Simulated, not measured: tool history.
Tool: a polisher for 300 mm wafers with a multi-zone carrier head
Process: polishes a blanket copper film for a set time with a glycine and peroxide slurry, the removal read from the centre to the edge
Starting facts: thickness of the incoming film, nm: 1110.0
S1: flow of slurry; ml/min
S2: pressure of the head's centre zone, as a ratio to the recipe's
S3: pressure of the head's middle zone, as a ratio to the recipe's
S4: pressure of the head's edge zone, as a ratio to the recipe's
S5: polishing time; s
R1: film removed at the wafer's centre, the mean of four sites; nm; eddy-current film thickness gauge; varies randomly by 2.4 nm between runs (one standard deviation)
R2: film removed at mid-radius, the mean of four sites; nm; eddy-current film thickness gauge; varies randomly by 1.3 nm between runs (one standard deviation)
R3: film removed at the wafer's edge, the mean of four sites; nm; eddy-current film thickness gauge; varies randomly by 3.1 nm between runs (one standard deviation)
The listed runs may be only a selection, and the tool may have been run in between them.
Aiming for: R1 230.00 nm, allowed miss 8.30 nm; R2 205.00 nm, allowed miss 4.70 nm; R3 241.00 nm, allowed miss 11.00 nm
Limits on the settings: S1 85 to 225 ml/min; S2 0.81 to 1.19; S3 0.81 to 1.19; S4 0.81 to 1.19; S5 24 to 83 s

{"run": 1, "hour": 0.0, "S1": 145, "S2": 1.0, "S3": 1.0, "S4": 1.0, "S5": 53, "R1": 183.95, "R2": 177.48, "R3": 188.18}
{"run": 2, "hour": 2.6, "S1": 155, "S2": 1.01, "S3": 1.0, "S4": 1.04, "S5": 54, "R1": 195.28, "R2": 185.07, "R3": 197.64}
{"run": 3, "hour": 8.9, "S1": 155, "S2": 1.01, "S3": 1.0, "S4": 1.04, "S5": 46, "R1": 164.0, "R2": 155.41, "R3": 165.26}
{"run": 4, "hour": 10.5, "S1": 150, "S2": 1.02, "S3": 0.99, "S4": 1.07, "S5": 49, "R1": 178.96, "R2": 164.73, "R3": 180.58}
{"run": 5, "hour": 12.8, "S1": 145, "S2": 1.02, "S3": 0.99, "S4": 1.09, "S5": 51, "R1": 178.22, "R2": 168.54, "R3": 186.17}
{"run": 6, "hour": 14.5, "S1": 155, "S2": 1.02, "S3": 0.98, "S4": 1.11, "S5": 53, "R1": 190.42, "R2": 176.81, "R3": 196.35}
{"run": 7, "hour": 16.9, "S1": 155, "S2": 1.02, "S3": 0.97, "S4": 1.13, "S5": 55, "R1": 199.96, "R2": 182.66, "R3": 209.84}
{"run": 8, "hour": 24.0, "S1": 165, "S2": 1.02, "S3": 0.97, "S4": 1.14, "S5": 56, "R1": 203.67, "R2": 188.06, "R3": 211.49}

Which one of the following 4 next-run settings gets every result inside its allowed miss? There is exactly one.
{"run": "A", "hour": 31.1, "S1": 95, "S2": 0.81, "S3": 0.94, "S4": 1.19, "S5": 67, "R1": "?", "R2": "?", "R3": "?"}
{"run": "B", "hour": 31.1, "S1": 115, "S2": 1.08, "S3": 0.98, "S4": 1.19, "S5": 64, "R1": "?", "R2": "?", "R3": "?"}
{"run": "C", "hour": 31.1, "S1": 165, "S2": 1.08, "S3": 1.09, "S4": 1.09, "S5": 46, "R1": "?", "R2": "?", "R3": "?"}
{"run": "D", "hour": 31.1, "S1": 155, "S2": 0.94, "S3": 0.98, "S4": 1.18, "S5": 56, "R1": "?", "R2": "?", "R3": "?"}

move=A R1=179.47 R2=200.78 R3=247.34
move=B R1=234.11 R2=204.12 R3=240.90
move=C R1=178.24 R2=168.88 R3=171.30
move=D R1=187.74 R2=186.41 R3=216.24
A: brings the last run's worst result on target, with another outside its allowed miss
B: every result within its allowed miss
C: its largest miss is bigger than the last run's
D: its largest miss is bigger than the last run's
Correct choice: B, which meets every target

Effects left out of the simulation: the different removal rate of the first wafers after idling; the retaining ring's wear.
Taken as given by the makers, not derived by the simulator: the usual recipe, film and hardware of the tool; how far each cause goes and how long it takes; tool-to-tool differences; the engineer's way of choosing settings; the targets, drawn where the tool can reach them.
